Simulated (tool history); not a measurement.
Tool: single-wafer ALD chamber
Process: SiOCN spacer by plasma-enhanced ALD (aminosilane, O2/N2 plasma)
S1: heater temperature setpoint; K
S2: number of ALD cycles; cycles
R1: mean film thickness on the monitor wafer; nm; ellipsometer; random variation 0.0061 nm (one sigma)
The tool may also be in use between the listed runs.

run,hour,S1,S2,R1
1,0,688.15,46,2.7296
2,4.9,689.15,46,2.7139
3,9.6,689.15,50,2.9565
4,13.5,683.15,50,3.0029
5,20.6,693.15,50,2.928
6,28.7,694.15,49,2.841
7,37,695.15,48,2.78

Run 8 comes next. What will it give?
8,40.1,696.15,47,?

Run 8 gave R1 2.7199 nm.
